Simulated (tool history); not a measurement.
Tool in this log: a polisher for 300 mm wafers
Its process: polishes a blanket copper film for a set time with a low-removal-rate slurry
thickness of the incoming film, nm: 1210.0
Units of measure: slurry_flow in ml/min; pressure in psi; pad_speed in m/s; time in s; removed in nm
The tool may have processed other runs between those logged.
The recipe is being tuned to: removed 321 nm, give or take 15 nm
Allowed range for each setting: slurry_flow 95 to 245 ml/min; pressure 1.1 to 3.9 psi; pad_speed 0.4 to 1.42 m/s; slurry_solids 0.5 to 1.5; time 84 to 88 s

Run 1, hour 0: slurry_flow 155 ml/min, pressure 2.5 psi, pad_speed 0.9 m/s, slurry_solids 1, time 84 s. Result: removed 210.04 nm.
Run 2, hour 0.5: slurry_flow 155 ml/min, pressure 2.9 psi, pad_speed 0.9 m/s, slurry_solids 1, time 84 s. Result: removed 237.71 nm.
Run 3, hour 1.2: slurry_flow 130 ml/min, pressure 2.9 psi, pad_speed 0.9 m/s, slurry_solids 1, time 84 s. Result: removed 234.74 nm.
Run 4, hour 5.5: slurry_flow 130 ml/min, pressure 2.9 psi, pad_speed 0.9 m/s, slurry_solids 1.15, time 84 s. Result: removed 234.91 nm.
Run 5, hour 12.9: slurry_flow 130 ml/min, pressure 3.1 psi, pad_speed 0.9 m/s, slurry_solids 1.15, time 84 s. Result: removed 255.52 nm.
Run 6, hour 18.2: slurry_flow 130 ml/min, pressure 3.1 psi, pad_speed 0.68 m/s, slurry_solids 1.15, time 84 s. Result: removed 212.44 nm.
Run 7, hour 20.2: slurry_flow 135 ml/min, pressure 3.3 psi, pad_speed 0.72 m/s, slurry_solids 1.15, time 84 s. Result: removed 236.35 nm.
Run 8, hour 28.9: slurry_flow 135 ml/min, pressure 3.5 psi, pad_speed 0.74 m/s, slurry_solids 1.15, time 84 s. Result: removed 253.39 nm.
Run 9, hour 35.3: slurry_flow 135 ml/min, pressure 3.6 psi, pad_speed 0.78 m/s, slurry_solids 1.15, time 84 s. Result: removed 269.26 nm.
Run 10, hour 42.2: slurry_flow 135 ml/min, pressure 3.7 psi, pad_speed 0.8 m/s, slurry_solids 1.15, time 84 s. Result: removed 278.79 nm.
Run 11, hour 46.8: slurry_flow 135 ml/min, pressure 3.8 psi, pad_speed 0.82 m/s, slurry_solids 1.15, time 84 s. Result: removed 279.5 nm.
Run 12, hour 51.7: slurry_flow 135 ml/min, pressure 3.8 psi, pad_speed 0.86 m/s, slurry_solids 1.15, time 84 s. Result: removed 292.73 nm.
Run 13, hour 56.2: slurry_flow 135 ml/min, pressure 3.8 psi, pad_speed 0.88 m/s, slurry_solids 1.15, time 84 s. Result: removed 298.21 nm.

Which of these 4 next moves meets every target?
Run A, hour 60.7: slurry_flow 135 ml/min, pressure 3.8 psi, pad_speed 0.92 m/s, slurry_solids 1.05, time 88 s. Result: removed ?.
Run B, hour 60.7: slurry_flow 150 ml/min, pressure 3.5 psi, pad_speed 0.88 m/s, slurry_solids 1, time 85 s. Result: removed ?.
Run C, hour 60.7: slurry_flow 115 ml/min, pressure 3.9 psi, pad_speed 0.88 m/s, slurry_solids 0.9, time 84 s. Result: removed ?.
Run D, hour 60.7: slurry_flow 130 ml/min, pressure 3.5 psi, pad_speed 0.8 m/s, slurry_solids 1.15, time 84 s. Result: removed ?.

move  removed
   A   317.66
   B   280.73
   C   278.46
   D    264.8
A: all results land within tolerance of their targets
B: misses by more than the last run did
C: misses by more than the last run did
D: misses by more than the last run did
Move A is the one to make.
